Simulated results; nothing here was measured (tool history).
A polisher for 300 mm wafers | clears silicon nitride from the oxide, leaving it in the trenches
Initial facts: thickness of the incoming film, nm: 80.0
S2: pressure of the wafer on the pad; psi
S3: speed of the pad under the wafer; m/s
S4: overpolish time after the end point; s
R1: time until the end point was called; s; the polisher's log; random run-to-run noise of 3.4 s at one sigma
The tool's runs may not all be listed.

Run 1, hour 0.0: flow of slurry (ml/min) 125, S2 2.3 psi, S3 0.88 m/s, S4 34 s. Result: R1 151.50 s.
Run 2, hour 2.8: flow of slurry (ml/min) 120, S2 2.1 psi, S3 0.82 m/s, S4 34 s. Result: R1 178.88 s.
Run 3, hour 5.1: flow of slurry (ml/min) 120, S2 2.1 psi, S3 0.98 m/s, S4 34 s. Result: R1 155.36 s.
Run 4, hour 8.5: flow of slurry (ml/min) 120, S2 2.1 psi, S3 0.98 m/s, S4 34 s. Result: R1 156.17 s.
Run 5, hour 15.5: flow of slurry (ml/min) 120, S2 2.1 psi, S3 0.98 m/s, S4 34 s. Result: R1 157.93 s.
Run 6, hour 18.1: flow of slurry (ml/min) 120, S2 2.6 psi, S3 0.98 m/s, S4 34 s. Result: R1 127.69 s.
Run 7, hour 22.7: flow of slurry (ml/min) 115, S2 2.3 psi, S3 0.90 m/s, S4 34 s. Result: R1 155.63 s.
Run 8, hour 30.7: flow of slurry (ml/min) 110, S2 2.1 psi, S3 0.84 m/s, S4 34 s. Result: R1 183.01 s.
Run 9, hour 37.2: flow of slurry (ml/min) 85, S2 1.5 psi, S3 0.60 m/s, S4 34 s. Result: R1 356.84 s.
Run 10, hour 37.9: flow of slurry (ml/min) 80, S2 1.4 psi, S3 0.60 m/s, S4 34 s. Result: R1 396.39 s.

Estimate the outcome of run 11 from the log above:
At hour 45.5: slurry nozzle cleaned.
Run 11, hour 45.5: flow of slurry (ml/min) 75, S2 1.4 psi, S3 0.60 m/s, S4 34 s. Result: R1 ?.

Run 11 gave R1 370.63 s.
